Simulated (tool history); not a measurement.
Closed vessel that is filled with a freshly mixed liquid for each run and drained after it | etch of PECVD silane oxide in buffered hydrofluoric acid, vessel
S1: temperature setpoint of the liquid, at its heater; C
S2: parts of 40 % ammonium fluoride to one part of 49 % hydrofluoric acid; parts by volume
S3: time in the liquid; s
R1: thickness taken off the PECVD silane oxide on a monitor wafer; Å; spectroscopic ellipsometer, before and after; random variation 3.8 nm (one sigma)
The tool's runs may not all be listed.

run 1 day=0.000 | S1=23.0 S2=8 S3=90 | R1=3511.6
run 2 day=0.229 | S1=24.0 S2=8 S3=90 | R1=3704.0
run 3 day=0.554 | S1=25.0 S2=8 S3=90 | R1=3945.9
run 4 day=0.638 | S1=26.0 S2=8 S3=90 | R1=4135.3
run 5 day=0.683 | S1=26.0 S2=8 S3=95 | R1=4386.1
run 6 day=0.854 | S1=26.5 S2=8 S3=95 | R1=4471.1
run 7 day=0.954 | S1=27.0 S2=8 S3=95 | R1=4607.6

Forecast run 8:
run 8 day=1.321 | S1=27.5 S2=8 S3=95 | R1=?

{"run 8": {"R1": 4721.2}}
